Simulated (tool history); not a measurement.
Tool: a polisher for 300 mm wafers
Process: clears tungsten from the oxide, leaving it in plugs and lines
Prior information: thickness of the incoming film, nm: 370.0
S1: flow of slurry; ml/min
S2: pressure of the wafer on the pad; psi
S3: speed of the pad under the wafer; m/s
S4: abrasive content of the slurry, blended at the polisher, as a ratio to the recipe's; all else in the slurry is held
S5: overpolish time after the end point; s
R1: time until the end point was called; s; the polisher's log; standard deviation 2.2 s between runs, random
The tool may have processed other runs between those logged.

run	hour	S1	S2	S3	S4	S5	R1
1	0.0	315	4.2	0.92	1.0	3	91.363
2	7.4	345	4.2	0.92	1.0	3	88.112
3	14.6	340	3.9	0.92	1.0	3	94.994
4	17.3	335	3.6	0.92	1.0	3	104.620
5	24.8	335	3.6	0.92	1.2	3	102.210
6	27.3	335	3.1	0.92	1.2	3	114.980
7	28.4	335	3.1	0.92	1.2	3	118.890
8	35.8	335	2.3	0.90	1.2	3	163.260
9	39.5	335	2.4	0.90	1.2	3	149.560

Estimate the outcome of run 10 from the log above:
10	44.4	335	2.4	0.90	1.2	3	?

For run 10 the tool returned R1 148.840 s.
